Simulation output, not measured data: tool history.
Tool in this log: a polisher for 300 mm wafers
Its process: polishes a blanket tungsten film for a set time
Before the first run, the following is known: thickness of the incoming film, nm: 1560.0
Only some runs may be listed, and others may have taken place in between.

run	hour	flow of slurry (ml/min)	pressure of the wafer on the pad (kPa)	speed of the pad under the wafer (m/s)	abrasive content of the slurry	polishing time (s)	film removed (angstrom)
1	0.0	210	27.6	1.06	1.00	92	3634.7
2	8.8	160	27.6	1.06	1.00	92	3466.6
3	16.9	160	27.6	1.06	1.00	96	3621.0
4	24.6	160	27.6	1.06	1.15	96	3835.3
5	32.9	160	24.8	1.06	1.15	96	3429.5
6	37.6	155	20.7	0.96	1.15	96	2672.4

What does the tool deliver on the next run?
7	46.6	150	17.9	0.88	1.15	96	?

For run 7 the tool returned film removed (angstrom) 2160.0.
